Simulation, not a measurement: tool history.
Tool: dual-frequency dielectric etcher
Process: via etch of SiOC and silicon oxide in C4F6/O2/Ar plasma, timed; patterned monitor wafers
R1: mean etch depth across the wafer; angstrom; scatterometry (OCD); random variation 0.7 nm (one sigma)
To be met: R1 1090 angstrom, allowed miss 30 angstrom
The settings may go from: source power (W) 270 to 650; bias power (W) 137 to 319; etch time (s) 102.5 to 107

Run 1, day 0: source power (W) 460, bias power (W) 228, etch time (s) 102.5. Result: R1 1332.2 angstrom.
Run 2, day 0.367: source power (W) 420, bias power (W) 217, etch time (s) 102.5. Result: R1 1269.9 angstrom.
Run 3, day 0.508: source power (W) 470, bias power (W) 217, etch time (s) 102.5. Result: R1 1306.1 angstrom.
Run 4, day 0.592: source power (W) 440, bias power (W) 204, etch time (s) 102.5. Result: R1 1238.5 angstrom.
Run 5, day 0.625: source power (W) 410, bias power (W) 199, etch time (s) 102.5. Result: R1 1192.4 angstrom.
Run 6, day 0.796: source power (W) 390, bias power (W) 197, etch time (s) 102.5. Result: R1 1166.6 angstrom.
Run 7, day 0.867: source power (W) 380, bias power (W) 195, etch time (s) 102.5. Result: R1 1152.8 angstrom.
Run 8, day 0.992: source power (W) 320, bias power (W) 184, etch time (s) 102.5. Result: R1 1061.4 angstrom.

5 next moves are on the table. One of them brings every result within its allowed miss. Which?
Run A, day 1.117: source power (W) 310, bias power (W) 170, etch time (s) 104.5. Result: R1 ?.
Run B, day 1.117: source power (W) 290, bias power (W) 187, etch time (s) 107. Result: R1 ?.
Run C, day 1.117: source power (W) 320, bias power (W) 173, etch time (s) 104. Result: R1 ?.
Run D, day 1.117: source power (W) 300, bias power (W) 178, etch time (s) 102.5. Result: R1 ?.
Run E, day 1.117: source power (W) 410, bias power (W) 148, etch time (s) 104. Result: R1 ?.

move      R1
   A  1016.2
   B  1071.1
   C  1031.3
   D  1010.7
   E  1029.7
A: further off than the last run
B: meets every target
C: further off than the last run
D: further off than the last run
E: further off than the last run
The right move is B.

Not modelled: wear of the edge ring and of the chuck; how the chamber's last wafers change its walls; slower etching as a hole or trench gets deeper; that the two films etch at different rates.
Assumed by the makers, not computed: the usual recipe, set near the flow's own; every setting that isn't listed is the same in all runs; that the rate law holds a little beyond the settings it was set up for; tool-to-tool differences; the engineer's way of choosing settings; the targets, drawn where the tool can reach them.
